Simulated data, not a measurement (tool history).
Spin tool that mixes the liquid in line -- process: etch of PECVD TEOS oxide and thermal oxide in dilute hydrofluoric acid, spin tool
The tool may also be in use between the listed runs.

| run | day | temperature setpoint of the liquid (°C) | parts of water to one part of 49 % hydrofluoric acid (parts by volume) | time under the liquid (s) | thickness taken off the PECVD TEOS oxide on a monitor wafer (angstrom) | thickness taken off the thermal oxide on a monitor wafer (angstrom) |
|---|---|---|---|---|---|---|
| 1 | 0 | 21 | 230 | 180 | 98.43 | 29.455 |
| 2 | 0.208 | 21 | 195 | 180 | 118.94 | 36.896 |
| 3 | 0.483 | 21 | 195 | 135 | 89.665 | 27.322 |
| 4 | 0.846 | 21 | 195 | 215 | 142.88 | 43.711 |
| 5 | 1.133 | 20 | 220 | 215 | 119.49 | 36.679 |
| 6 | 1.446 | 23.5 | 220 | 215 | 134.96 | 40.231 |

Expected results for the next run?
| 7 | 1.512 | 22 | 240 | 215 | ? | ? |

{"run 7": {"thickness taken off the PECVD TEOS oxide on a monitor wafer (angstrom)": 115.69, "thickness taken off the thermal oxide on a monitor wafer (angstrom)": 34.902}}
